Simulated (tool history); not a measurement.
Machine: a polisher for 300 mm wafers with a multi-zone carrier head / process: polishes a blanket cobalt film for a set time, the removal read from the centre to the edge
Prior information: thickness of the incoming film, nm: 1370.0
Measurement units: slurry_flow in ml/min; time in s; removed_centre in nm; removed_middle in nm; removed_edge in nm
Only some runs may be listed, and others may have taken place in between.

{"run": 1, "hour": 0.0, "slurry_flow": 135, "centre_zone": 1.0, "middle_zone": 1.0, "edge_zone": 1.0, "time": 31, "removed_centre": 212.21, "removed_middle": 207.6, "removed_edge": 208.82}
{"run": 2, "hour": 1.4, "slurry_flow": 135, "centre_zone": 1.0, "middle_zone": 0.95, "edge_zone": 1.0, "time": 31, "removed_centre": 208.5, "removed_middle": 197.35, "removed_edge": 206.56}
{"run": 3, "hour": 9.1, "slurry_flow": 120, "centre_zone": 1.0, "middle_zone": 0.95, "edge_zone": 1.0, "time": 31, "removed_centre": 205.9, "removed_middle": 195.47, "removed_edge": 207.8}
{"run": 4, "hour": 16.3, "slurry_flow": 125, "centre_zone": 1.03, "middle_zone": 1.0, "edge_zone": 1.01, "time": 32, "removed_centre": 224.03, "removed_middle": 207.67, "removed_edge": 216.11}
{"run": 5, "hour": 17.4, "slurry_flow": 125, "centre_zone": 1.03, "middle_zone": 1.0, "edge_zone": 1.01, "time": 35, "removed_centre": 235.3, "removed_middle": 227.07, "removed_edge": 234.86}
{"run": 6, "hour": 18.3, "slurry_flow": 115, "centre_zone": 1.03, "middle_zone": 1.0, "edge_zone": 1.01, "time": 35, "removed_centre": 232.46, "removed_middle": 225.5, "removed_edge": 230.23}
{"run": 7, "hour": 26.0, "slurry_flow": 115, "centre_zone": 1.03, "middle_zone": 1.0, "edge_zone": 1.01, "time": 35, "removed_centre": 243.78, "removed_middle": 226.04, "removed_edge": 231.99}
{"run": 8, "hour": 34.8, "slurry_flow": 125, "centre_zone": 1.05, "middle_zone": 1.04, "edge_zone": 1.0, "time": 36, "removed_centre": 252.49, "removed_middle": 245.39, "removed_edge": 239.85}

For run 9, what comes out?
{"run": 9, "hour": 42.0, "slurry_flow": 135, "centre_zone": 1.07, "middle_zone": 1.06, "edge_zone": 1.01, "time": 36, "removed_centre": "?", "removed_middle": "?", "removed_edge": "?"}

Logged for run 9: removed_centre 261.58 nm, removed_middle 250.19 nm, removed_edge 243.68 nm.
